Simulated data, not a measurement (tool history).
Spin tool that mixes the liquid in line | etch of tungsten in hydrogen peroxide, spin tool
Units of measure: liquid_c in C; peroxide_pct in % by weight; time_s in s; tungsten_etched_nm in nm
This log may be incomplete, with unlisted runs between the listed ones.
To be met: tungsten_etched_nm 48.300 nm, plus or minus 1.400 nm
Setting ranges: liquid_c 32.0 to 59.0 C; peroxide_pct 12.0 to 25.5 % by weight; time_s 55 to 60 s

run	hour	liquid_c	peroxide_pct	time_s	tungsten_etched_nm
1	0.0	43.0	17.5	55	87.311
2	0.6	39.0	17.5	55	67.407
3	5.2	37.5	17.5	55	61.522
4	9.4	36.5	17.5	55	56.862
5	17.9	39.5	17.5	55	69.775
6	24.6	37.5	17.5	55	61.210
7	29.9	36.5	17.5	55	57.275
8	38.6	35.5	17.5	55	53.507
9	44.7	35.0	17.5	55	51.497
10	49.6	34.5	17.5	55	49.709

Exactly one of the 5 candidate moves below puts every result within its allowed miss. Which one?
A	54.5	37.5	13.5	55	?
B	54.5	34.5	20.0	55	?
C	54.5	36.5	14.5	55	?
D	54.5	35.5	14.5	55	?
E	54.5	35.0	17.5	55	?

move	tungsten_etched_nm
A	53.412
B	53.208
C	51.801
D	48.455
E	51.476
A: its largest miss is bigger than the last run's
B: its largest miss is bigger than the last run's
C: its largest miss is bigger than the last run's
D: every result lands within tolerance
E: its largest miss is bigger than the last run's
Correct choice: D, which meets every target
